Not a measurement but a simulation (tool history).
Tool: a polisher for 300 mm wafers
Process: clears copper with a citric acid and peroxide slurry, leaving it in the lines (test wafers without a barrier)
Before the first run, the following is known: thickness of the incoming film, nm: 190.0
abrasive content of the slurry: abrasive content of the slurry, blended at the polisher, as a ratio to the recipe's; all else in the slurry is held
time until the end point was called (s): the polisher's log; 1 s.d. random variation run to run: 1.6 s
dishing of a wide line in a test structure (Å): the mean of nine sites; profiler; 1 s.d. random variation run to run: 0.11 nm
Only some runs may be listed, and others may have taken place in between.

run,hour,flow of slurry (ml/min),pressure of the wafer on the pad (kPa),speed of the pad under the wafer (m/s),abrasive content of the slurry,overpolish time after the end point (s),time until the end point was called (s),dishing of a wide line in a test structure (Å)
1,0.0,285,15.2,1.08,1.00,11,94.428,175.370
2,5.8,285,14.5,1.10,1.00,10,94.988,155.690
3,13.6,285,14.5,1.10,1.10,10,94.926,159.570
4,15.9,285,13.8,1.14,1.05,9,93.373,143.810
5,22.3,275,13.1,1.18,1.00,8,95.352,122.220
6,31.3,275,13.1,1.30,1.00,8,87.472,136.470
7,36.0,265,12.4,1.34,0.95,7,89.173,115.170
8,43.3,255,11.7,1.38,0.90,7,88.029,116.410
9,48.5,245,11.0,1.40,0.85,7,95.290,115.780
10,54.1,265,10.3,1.40,0.90,7,98.312,111.830
11,62.7,255,11.0,1.34,0.90,7,96.494,108.900
12,71.6,245,11.0,1.32,0.95,7,94.823,111.190
13,74.3,235,10.3,1.28,1.00,7,103.820,103.850
14,75.7,230,10.3,1.26,0.95,7,108.130,104.370

What does the tool deliver on the next run?
15,78.7,255,9.7,1.28,0.95,7,?,?

time until the end point was called (s): 110.660
dishing of a wide line in a test structure (Å): 97.518
